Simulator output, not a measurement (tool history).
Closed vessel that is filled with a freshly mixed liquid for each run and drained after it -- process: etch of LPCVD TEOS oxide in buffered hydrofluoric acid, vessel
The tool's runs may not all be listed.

| run | day | temperature setpoint of the liquid (°C) | parts of 40 % ammonium fluoride to one part of 49 % hydrofluoric acid (parts by volume) | time in the liquid (s) | thickness taken off the LPCVD TEOS oxide on a monitor wafer (nm) |
|---|---|---|---|---|---|
| 1 | 0.000 | 22.0 | 22.0 | 30 | 66.853 |
| 2 | 0.262 | 22.0 | 22.0 | 30 | 66.796 |
| 3 | 0.592 | 22.0 | 17.0 | 30 | 81.458 |
| 4 | 0.929 | 22.5 | 17.0 | 30 | 83.349 |
| 5 | 1.054 | 22.5 | 10.5 | 30 | 133.800 |
| 6 | 1.208 | 21.5 | 11.0 | 30 | 122.540 |
| 7 | 1.271 | 20.5 | 11.5 | 30 | 110.370 |
| 8 | 1.367 | 20.0 | 11.5 | 30 | 106.410 |
| 9 | 1.662 | 20.0 | 11.5 | 30 | 106.170 |
|  | 1.812 | hydrofluoric acid flow meter replaced |
| 10 | 1.812 | 19.5 | 11.5 | 30 | 112.330 |

Run 11 is up next; what results do you expect?
| 11 | 2.083 | 19.0 | 12.0 | 30 | ? |

thickness taken off the LPCVD TEOS oxide on a monitor wafer (nm): 106.460

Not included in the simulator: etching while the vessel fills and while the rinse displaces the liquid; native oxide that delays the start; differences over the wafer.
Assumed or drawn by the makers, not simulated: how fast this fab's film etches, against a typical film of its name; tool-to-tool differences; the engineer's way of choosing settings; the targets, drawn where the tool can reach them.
